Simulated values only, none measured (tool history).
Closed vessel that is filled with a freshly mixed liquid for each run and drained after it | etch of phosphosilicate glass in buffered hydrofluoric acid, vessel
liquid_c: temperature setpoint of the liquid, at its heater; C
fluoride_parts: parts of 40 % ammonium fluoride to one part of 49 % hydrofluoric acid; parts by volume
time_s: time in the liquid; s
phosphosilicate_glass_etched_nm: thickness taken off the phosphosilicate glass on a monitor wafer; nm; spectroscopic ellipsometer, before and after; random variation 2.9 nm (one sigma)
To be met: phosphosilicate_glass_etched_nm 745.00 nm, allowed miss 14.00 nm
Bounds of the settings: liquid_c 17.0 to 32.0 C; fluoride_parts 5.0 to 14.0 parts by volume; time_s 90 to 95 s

| run | hour | liquid_c | fluoride_parts | time_s | phosphosilicate_glass_etched_nm |
|---|---|---|---|---|---|
| 1 | 0.0 | 25.0 | 8.5 | 90 | 833.26 |
| 2 | 6.2 | 24.5 | 8.5 | 90 | 813.59 |
| 3 | 13.2 | 24.5 | 8.5 | 90 | 810.52 |
| 4 | 21.0 | 24.5 | 6.0 | 90 | 1147.50 |
| 5 | 23.6 | 23.0 | 6.0 | 90 | 1057.40 |
| 6 | 26.8 | 22.0 | 6.0 | 90 | 998.44 |
| 7 | 32.3 | 21.0 | 6.0 | 90 | 940.50 |
| 8 | 38.5 | 20.0 | 6.0 | 90 | 897.78 |
| 9 | 41.2 | 19.5 | 6.0 | 90 | 863.69 |
| 10 | 44.8 | 19.0 | 6.0 | 90 | 843.56 |
| 11 | 53.4 | 18.5 | 6.0 | 90 | 818.51 |
| 12 | 60.0 | 18.0 | 6.0 | 90 | 800.79 |
| 13 | 65.1 | 17.5 | 6.0 | 90 | 774.44 |

Which of these 4 next moves meets every target?
| A | 70.2 | 17.5 | 7.0 | 95 | ? |
| B | 70.2 | 18.0 | 6.5 | 90 | ? |
| C | 70.2 | 17.0 | 6.5 | 90 | ? |
| D | 70.2 | 18.0 | 6.0 | 90 | ? |

| move | phosphosilicate_glass_etched_nm |
|---|---|
| A | 717.57 |
| B | 745.91 |
| C | 704.69 |
| D | 799.50 |
A: takes the result that was furthest off past its target
B: meets every target
C: takes the result that was furthest off past its target
D: further off than the last run
Move B is the one to make.

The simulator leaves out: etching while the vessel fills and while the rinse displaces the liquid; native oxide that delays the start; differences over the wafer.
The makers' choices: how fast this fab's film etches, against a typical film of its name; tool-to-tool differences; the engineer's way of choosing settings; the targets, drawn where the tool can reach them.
